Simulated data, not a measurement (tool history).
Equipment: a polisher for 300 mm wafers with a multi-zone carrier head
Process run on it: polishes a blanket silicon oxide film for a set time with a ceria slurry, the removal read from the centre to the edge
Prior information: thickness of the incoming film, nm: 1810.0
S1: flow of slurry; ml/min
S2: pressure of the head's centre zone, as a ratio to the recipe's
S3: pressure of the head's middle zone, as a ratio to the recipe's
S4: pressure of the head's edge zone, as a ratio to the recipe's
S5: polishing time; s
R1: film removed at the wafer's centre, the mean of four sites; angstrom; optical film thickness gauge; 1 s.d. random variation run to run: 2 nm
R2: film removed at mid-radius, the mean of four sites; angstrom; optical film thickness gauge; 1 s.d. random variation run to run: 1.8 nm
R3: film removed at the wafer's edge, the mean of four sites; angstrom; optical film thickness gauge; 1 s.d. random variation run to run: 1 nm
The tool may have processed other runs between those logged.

| run | hour | S1 | S2 | S3 | S4 | S5 | R1 | R2 | R3 |
|---|---|---|---|---|---|---|---|---|---|
| 1 | 0.0 | 305 | 1.00 | 1.00 | 1.00 | 34 | 1502.8 | 1485.4 | 1496.7 |
| 2 | 6.0 | 305 | 1.00 | 1.00 | 1.00 | 28 | 1232.3 | 1294.7 | 1261.7 |
| 3 | 6.9 | 360 | 1.00 | 1.00 | 1.00 | 28 | 1250.0 | 1271.3 | 1268.5 |
| 4 | 7.7 | 365 | 1.03 | 0.98 | 1.04 | 29 | 1332.5 | 1303.7 | 1329.8 |
| 5 | 11.2 | 440 | 1.03 | 0.98 | 1.04 | 29 | 1355.7 | 1331.6 | 1351.0 |
| 6 | 14.5 | 440 | 1.03 | 0.98 | 0.98 | 29 | 1323.9 | 1313.6 | 1311.7 |
| 7 | 20.8 | 440 | 1.04 | 0.95 | 1.02 | 29 | 1396.4 | 1286.8 | 1341.3 |
| 8 | 23.7 | 440 | 1.03 | 0.93 | 1.05 | 29 | 1417.2 | 1253.1 | 1343.5 |
| 9 | 25.3 | 440 | 1.02 | 0.92 | 1.08 | 29 | 1351.5 | 1257.1 | 1368.5 |

Run 10, settings as shown, results not yet in. Your forecast:
| 10 | 30.7 | 440 | 1.03 | 0.91 | 1.09 | 29 | ? | ? | ? |

R1: 1348.2 angstrom
R2: 1210.4 angstrom
R3: 1369.3 angstrom
